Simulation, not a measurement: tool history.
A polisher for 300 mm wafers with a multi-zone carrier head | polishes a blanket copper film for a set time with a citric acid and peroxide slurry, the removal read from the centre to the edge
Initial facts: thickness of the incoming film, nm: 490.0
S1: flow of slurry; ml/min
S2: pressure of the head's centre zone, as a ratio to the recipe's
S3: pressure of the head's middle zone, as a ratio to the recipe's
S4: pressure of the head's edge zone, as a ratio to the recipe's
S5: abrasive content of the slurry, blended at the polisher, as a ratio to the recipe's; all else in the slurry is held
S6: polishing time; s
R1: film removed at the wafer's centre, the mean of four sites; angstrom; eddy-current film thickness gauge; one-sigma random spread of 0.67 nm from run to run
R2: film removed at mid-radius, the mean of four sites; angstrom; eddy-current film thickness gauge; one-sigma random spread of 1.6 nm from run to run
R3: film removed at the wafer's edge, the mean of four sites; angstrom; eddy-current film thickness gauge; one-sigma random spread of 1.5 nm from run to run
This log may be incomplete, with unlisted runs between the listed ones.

run	hour	S1	S2	S3	S4	S5	S6	R1	R2	R3
1	0	200	1	1	1	1	80	1464.7	1495.9	1476.9
2	1.4	200	1	1	1	1	89	1624.8	1681.1	1672.9
3	2.7	200	1	1	1	1	98	1802.2	1882.3	1823.5
4	7.5	225	1	1	1	1	98	1833	1882.6	1848.9
5	16.2	205	1	1	1	1	98	1803	1825.3	1830.9
6	22.7	205	0.94	1	1	1	98	1672.2	1813.3	1847.3
7	30.1	200	0.93	0.99	0.98	0.9	95	1578.3	1700	1708.3
8	37.1	195	0.91	0.98	0.97	0.85	93	1484.2	1634.8	1643.4
9	39.2	190	0.89	0.97	0.96	0.8	91	1396.5	1589.9	1595
10	41	190	0.88	0.95	0.95	0.75	89	1343.8	1511	1512.9
11	42.7	185	0.87	0.93	0.94	0.7	88	1290.6	1427.5	1458.7
12	50.5	180	0.86	0.92	0.93	0.65	87	1226.5	1350.1	1428.1
13	54.1	180	0.85	0.92	0.91	0.65	86	1201.3	1369.4	1414.5

For run 14, what comes out?
14	61.9	180	0.85	0.92	0.9	0.65	85	?	?	?

R1: 1192.7 angstrom
R2: 1330.8 angstrom
R3: 1373.1 angstrom
